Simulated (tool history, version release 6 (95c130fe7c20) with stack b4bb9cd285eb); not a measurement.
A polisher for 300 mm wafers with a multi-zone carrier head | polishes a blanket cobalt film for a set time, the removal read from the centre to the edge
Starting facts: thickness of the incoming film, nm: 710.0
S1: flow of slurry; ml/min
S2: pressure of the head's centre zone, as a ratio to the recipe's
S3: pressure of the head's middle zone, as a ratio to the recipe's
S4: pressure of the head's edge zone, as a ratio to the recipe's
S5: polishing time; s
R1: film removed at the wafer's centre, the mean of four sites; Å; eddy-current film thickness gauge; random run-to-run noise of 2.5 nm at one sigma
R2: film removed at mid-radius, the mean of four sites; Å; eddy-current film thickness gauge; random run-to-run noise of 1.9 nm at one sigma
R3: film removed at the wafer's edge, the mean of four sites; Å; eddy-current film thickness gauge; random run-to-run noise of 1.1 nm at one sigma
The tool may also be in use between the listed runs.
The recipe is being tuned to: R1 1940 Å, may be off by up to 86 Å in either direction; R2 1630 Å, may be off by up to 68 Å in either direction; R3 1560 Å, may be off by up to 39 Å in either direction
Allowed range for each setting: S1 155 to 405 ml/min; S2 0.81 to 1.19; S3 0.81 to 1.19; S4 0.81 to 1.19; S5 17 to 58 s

| run | day | S1 | S2 | S3 | S4 | S5 | R1 | R2 | R3 |
|---|---|---|---|---|---|---|---|---|---|
| 1 | 0 | 260 | 1 | 1 | 1 | 37 | 2535.9 | 2635.3 | 2472.5 |
| 2 | 0.121 | 260 | 1.01 | 0.99 | 0.98 | 35 | 2449.5 | 2501.5 | 2306 |
| 3 | 0.475 | 260 | 1.02 | 0.97 | 0.97 | 34 | 2438.5 | 2368.5 | 2266.6 |
| 4 | 0.821 | 260 | 1.02 | 1.04 | 0.97 | 34 | 2456.2 | 2471.1 | 2260.4 |
| 5 | 0.908 | 260 | 1.03 | 1.03 | 0.96 | 33 | 2363.8 | 2399 | 2194.8 |
| 6 | 1.138 | 260 | 1.03 | 1.1 | 0.96 | 33 | 2364.8 | 2530.8 | 2165 |
| 7 | 1.508 | 260 | 1.04 | 1.08 | 0.95 | 32 | 2314 | 2370.5 | 2124.5 |
| 8 | 1.75 | 260 | 1.04 | 1.08 | 0.95 | 32 | 2262.4 | 2384.2 | 2119.2 |
| 9 | 1.858 | 260 | 1.04 | 1.08 | 0.95 | 32 | 2293.2 | 2382.4 | 2102.6 |
| 10 | 2.083 | 260 | 1.05 | 1.07 | 0.94 | 31 | 2272.8 | 2289.8 | 2038.6 |
| 11 | 2.312 | 245 | 1.1 | 0.97 | 0.84 | 21 | 1584.9 | 1505.9 | 1314 |
| 12 | 2.612 | 315 | 1.19 | 1.01 | 0.94 | 21 | 1776.5 | 1518.1 | 1402.9 |
| 13 | 2.871 | 315 | 1.19 | 1.01 | 0.95 | 21 | 1742.3 | 1548.9 | 1414.1 |
| 14 | 2.929 | 320 | 1.19 | 1 | 0.95 | 21 | 1749.6 | 1506.3 | 1403.6 |

Exactly one of the 4 candidate moves below puts every result within its allowed miss. Which one?
| A | 2.988 | 330 | 1.19 | 0.83 | 0.92 | 25 | ? | ? | ? |
| B | 2.988 | 335 | 1.18 | 0.98 | 0.95 | 20 | ? | ? | ? |
| C | 2.988 | 405 | 1.16 | 0.81 | 1.09 | 23 | ? | ? | ? |
| D | 2.988 | 305 | 1.19 | 0.95 | 0.97 | 23 | ? | ? | ? |

| move | R1 | R2 | R3 |
|---|---|---|---|
| A | 2131.7 | 1685.4 | 1656.3 |
| B | 1694.4 | 1468.4 | 1344.6 |
| C | 1945.1 | 1556.8 | 1674.6 |
| D | 1947.3 | 1647.7 | 1552.3 |
A: takes the result that was furthest off past its target
B: moves away from the targets compared with the last run
C: takes the result that was furthest off past its target
D: each result inside its tolerance
Correct choice: D, which meets every target
